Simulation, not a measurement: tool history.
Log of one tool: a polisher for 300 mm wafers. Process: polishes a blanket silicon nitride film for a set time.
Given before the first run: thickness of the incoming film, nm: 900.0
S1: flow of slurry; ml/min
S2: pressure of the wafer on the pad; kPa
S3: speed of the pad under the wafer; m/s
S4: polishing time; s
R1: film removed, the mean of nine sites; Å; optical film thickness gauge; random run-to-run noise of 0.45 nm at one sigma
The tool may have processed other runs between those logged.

| run | day | S1 | S2 | S3 | S4 | R1 |
|---|---|---|---|---|---|---|
| 1 | 0.000 | 125 | 29.6 | 0.92 | 32 | 744.31 |
| 2 | 0.275 | 125 | 29.6 | 1.12 | 32 | 879.61 |
| 3 | 0.538 | 125 | 29.6 | 1.20 | 32 | 922.91 |
| 4 | 0.688 | 125 | 26.9 | 1.14 | 32 | 825.73 |
| 5 | 0.946 | 125 | 24.8 | 1.08 | 32 | 715.61 |
| 6 | 1.067 | 100 | 24.8 | 1.08 | 32 | 675.20 |
| 7 | 1.429 | 100 | 22.8 | 1.06 | 32 | 627.10 |
| 8 | 1.771 | 100 | 21.4 | 1.02 | 32 | 575.25 |
| 9 | 1.908 | 100 | 20.0 | 1.00 | 32 | 519.21 |
| 10 | 2.038 | 100 | 18.6 | 1.00 | 32 | 481.80 |

Run 11 comes next. What will it give?
| 11 | 2.096 | 100 | 17.9 | 1.00 | 32 | ? |

Run 11 came out at R1 470.61 Å.
